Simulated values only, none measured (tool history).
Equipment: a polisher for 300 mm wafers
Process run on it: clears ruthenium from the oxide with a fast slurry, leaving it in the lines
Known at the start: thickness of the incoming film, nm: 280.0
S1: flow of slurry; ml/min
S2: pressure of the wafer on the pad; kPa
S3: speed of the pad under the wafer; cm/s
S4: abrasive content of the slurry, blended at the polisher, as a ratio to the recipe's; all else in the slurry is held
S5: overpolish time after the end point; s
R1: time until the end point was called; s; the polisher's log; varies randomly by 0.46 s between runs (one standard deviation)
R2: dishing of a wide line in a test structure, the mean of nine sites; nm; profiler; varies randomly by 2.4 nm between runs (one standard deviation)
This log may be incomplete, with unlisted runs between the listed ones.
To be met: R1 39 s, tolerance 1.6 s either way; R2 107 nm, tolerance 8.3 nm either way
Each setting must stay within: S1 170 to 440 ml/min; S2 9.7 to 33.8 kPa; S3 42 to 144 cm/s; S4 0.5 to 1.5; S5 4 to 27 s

run  hour   S1    S2   S3    S4  S5      R1      R2
  1     0  280  21.4   92     1  14  82.792  43.314
  2   7.9  280  21.4   92     1  11  84.049  33.529
  3  15.6  280  23.4   96     1  12  74.644    41.8
  4  19.6  215  23.4   96     1  12   75.44  40.867
  5  24.2  215  25.5  100     1  13  65.669  47.196
  6  30.6  215  25.5  100  0.85  13  71.274  45.828
  7    37  215  26.9  104  0.85  14  64.246  52.821
  8  43.1  215  28.3  108  0.85  15  59.453  62.036
  9  51.4  215    29  112  0.85  15  55.478  63.038
 10  58.9  215  29.6  116  0.85  16  52.324  73.075
 11  64.5  215  33.8  128  0.85  17  42.796  90.549

Which single option among these 5 for the next run brings every result within its allowed miss of target? Just one does.
  A  70.1  170  33.8  122     1  21   ?   ?
  B  70.1  230  33.8  136   0.9  20   ?   ?
  C  70.1  215  33.1  124   0.9  15   ?   ?
  D  70.1  315  32.4  138  0.85  12   ?   ?
  E  70.1  225  31.7  128   0.8  19   ?   ?

move      R1      R2
   A  43.744  99.515
   B  38.939  104.52
   C  43.759  76.754
   D  39.364  69.757
   E  45.719    89.3
A: its largest miss is bigger than the last run's
B: all results land within tolerance of their targets
C: its largest miss is bigger than the last run's
D: meets the target for the result that was furthest off, but another lies outside its allowed miss
E: its largest miss is bigger than the last run's
Go with B: it meets all targets.

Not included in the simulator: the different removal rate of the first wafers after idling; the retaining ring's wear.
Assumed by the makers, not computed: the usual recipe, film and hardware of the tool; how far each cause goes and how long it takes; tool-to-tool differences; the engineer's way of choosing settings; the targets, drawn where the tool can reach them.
